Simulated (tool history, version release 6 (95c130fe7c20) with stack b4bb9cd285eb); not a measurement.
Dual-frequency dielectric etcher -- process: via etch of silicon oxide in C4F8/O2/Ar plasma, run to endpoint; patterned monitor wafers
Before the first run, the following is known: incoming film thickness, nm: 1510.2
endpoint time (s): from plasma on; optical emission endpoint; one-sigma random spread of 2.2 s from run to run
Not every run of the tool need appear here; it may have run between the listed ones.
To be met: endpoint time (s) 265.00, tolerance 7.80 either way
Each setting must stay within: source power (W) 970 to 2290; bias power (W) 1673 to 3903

run,day,source power (W),bias power (W),endpoint time (s)
1,0.000,1630,2788,323.22
2,0.196,1480,2788,340.92
3,0.350,1480,2999,320.45
4,0.475,1230,2999,360.10
5,0.825,1450,2999,328.70
6,1.200,1450,2770,345.66
7,1.346,1780,3328,278.02
8,1.504,1810,3342,273.05
9,1.825,1830,3350,274.08

4 candidate next runs follow, results not yet known. Just one meets every target within its allowed miss. Identify it.
A,2.146,2290,3169,?
B,2.146,1730,3903,?
C,2.146,2090,3586,?
D,2.146,1980,3674,?

move,endpoint time (s)
A,253.87
B,265.21
C,250.68
D,254.63
A: carries the result that was furthest off beyond its target, to the other side
B: every result lands within tolerance
C: carries the result that was furthest off beyond its target, to the other side
D: carries the result that was furthest off beyond its target, to the other side
The right move is B.
